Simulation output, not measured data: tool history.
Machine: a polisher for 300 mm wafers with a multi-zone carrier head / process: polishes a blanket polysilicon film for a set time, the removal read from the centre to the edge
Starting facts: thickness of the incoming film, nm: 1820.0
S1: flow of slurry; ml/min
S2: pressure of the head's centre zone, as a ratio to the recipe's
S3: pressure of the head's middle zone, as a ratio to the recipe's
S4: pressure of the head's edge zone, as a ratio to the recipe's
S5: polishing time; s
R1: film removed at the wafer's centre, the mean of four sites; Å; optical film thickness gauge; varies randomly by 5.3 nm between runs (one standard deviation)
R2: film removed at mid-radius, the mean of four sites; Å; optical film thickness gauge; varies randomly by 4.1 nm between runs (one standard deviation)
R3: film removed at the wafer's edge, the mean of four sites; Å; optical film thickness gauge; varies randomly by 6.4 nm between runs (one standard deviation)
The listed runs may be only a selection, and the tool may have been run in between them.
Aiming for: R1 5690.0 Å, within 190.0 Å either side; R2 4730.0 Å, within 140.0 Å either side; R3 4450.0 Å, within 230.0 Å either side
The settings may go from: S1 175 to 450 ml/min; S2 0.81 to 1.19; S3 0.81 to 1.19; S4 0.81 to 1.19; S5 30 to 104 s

run	hour	S1	S2	S3	S4	S5	R1	R2	R3
1	0.0	290	1.00	1.00	1.00	67	5689.8	5528.8	5651.8
2	1.7	290	1.03	1.00	0.96	65	5768.2	5406.0	5259.7
3	9.7	290	1.03	1.00	0.91	65	5701.0	5387.4	5123.9
4	15.3	285	1.04	0.99	0.89	64	5684.6	5263.3	5005.1
5	22.2	285	1.04	0.99	0.89	50	4451.3	4180.0	3914.4
6	26.0	290	1.07	1.00	0.92	51	4707.4	4219.1	3994.2
7	27.5	315	1.16	1.07	1.01	58	5801.1	5173.5	4872.3
8	35.5	310	1.16	1.06	0.99	58	5770.0	5108.6	4720.5

Exactly one of the 4 candidate moves below puts every result within its allowed miss. Which one?
A	43.5	345	1.13	1.11	0.98	59	?	?	?
B	43.5	425	1.19	1.19	0.82	54	?	?	?
C	43.5	370	1.12	1.07	1.01	61	?	?	?
D	43.5	250	1.19	1.03	0.95	57	?	?	?

move	R1	R2	R3
A	5837.5	5490.4	4996.1
B	5736.3	5425.1	4264.3
C	6020.0	5534.5	5268.4
D	5710.5	4803.3	4635.5
A: lands further from the targets than the last run did
B: lands further from the targets than the last run did
C: lands further from the targets than the last run did
D: every result lands within tolerance
Answer: D

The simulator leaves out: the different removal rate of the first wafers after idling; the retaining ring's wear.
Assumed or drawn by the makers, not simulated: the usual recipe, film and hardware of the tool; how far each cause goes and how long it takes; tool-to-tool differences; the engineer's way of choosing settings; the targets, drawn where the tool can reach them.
